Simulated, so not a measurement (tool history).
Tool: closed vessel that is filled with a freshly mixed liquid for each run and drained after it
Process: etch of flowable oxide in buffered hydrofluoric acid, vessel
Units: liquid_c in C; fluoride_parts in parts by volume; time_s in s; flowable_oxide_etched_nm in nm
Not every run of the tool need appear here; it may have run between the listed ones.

{"run": 1, "hour": 0.0, "liquid_c": 24, "fluoride_parts": 23, "time_s": 95, "flowable_oxide_etched_nm": 131.82}
{"run": 2, "hour": 0.7, "liquid_c": 22, "fluoride_parts": 23, "time_s": 95, "flowable_oxide_etched_nm": 117.66}
{"run": 3, "hour": 9.0, "liquid_c": 22, "fluoride_parts": 23, "time_s": 95, "flowable_oxide_etched_nm": 118.6}
{"run": 4, "hour": 14.3, "liquid_c": 22, "fluoride_parts": 20, "time_s": 95, "flowable_oxide_etched_nm": 129.89}
{"run": 5, "hour": 19.8, "liquid_c": 21, "fluoride_parts": 20, "time_s": 95, "flowable_oxide_etched_nm": 122.76}
{"run": 6, "hour": 28.4, "liquid_c": 22.5, "fluoride_parts": 20, "time_s": 95, "flowable_oxide_etched_nm": 132.78}

Predict the results of run 7:
{"run": 7, "hour": 32.8, "liquid_c": 21.5, "fluoride_parts": 20, "time_s": 95, "flowable_oxide_etched_nm": "?"}

flowable_oxide_etched_nm: 125.68 nm
